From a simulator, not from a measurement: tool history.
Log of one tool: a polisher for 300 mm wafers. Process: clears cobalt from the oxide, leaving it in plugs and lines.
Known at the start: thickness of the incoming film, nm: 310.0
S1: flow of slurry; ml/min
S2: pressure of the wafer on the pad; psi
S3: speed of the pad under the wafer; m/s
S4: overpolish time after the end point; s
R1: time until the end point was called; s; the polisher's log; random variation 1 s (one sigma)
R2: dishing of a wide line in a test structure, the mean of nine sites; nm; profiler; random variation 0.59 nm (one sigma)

run 1 hour=0.0 | S1=135 S2=1.2 S3=0.84 S4=20 | R1=119.31 R2=35.551
run 2 hour=1.5 | S1=135 S2=1.4 S3=0.84 S4=20 | R1=103.02 R2=38.751
run 3 hour=3.8 | S1=130 S2=1.4 S3=0.84 S4=21 | R1=104.75 R2=40.272
run 4 hour=10.3 | S1=130 S2=1.3 S3=0.84 S4=21 | R1=113.44 R2=39.160
run 5 hour=11.0 | S1=130 S2=1.3 S3=0.84 S4=22 | R1=112.11 R2=39.641
run 6 hour=14.7 | S1=130 S2=1.3 S3=0.84 S4=23 | R1=111.64 R2=42.147
run 7 hour=19.8 | S1=130 S2=1.3 S3=0.84 S4=24 | R1=111.83 R2=41.659

Forecast run 8:
run 8 hour=23.2 | S1=130 S2=1.3 S3=0.84 S4=25 | R1=? R2=?

Run 8 gave R1 111.92 s, R2 43.331 nm.
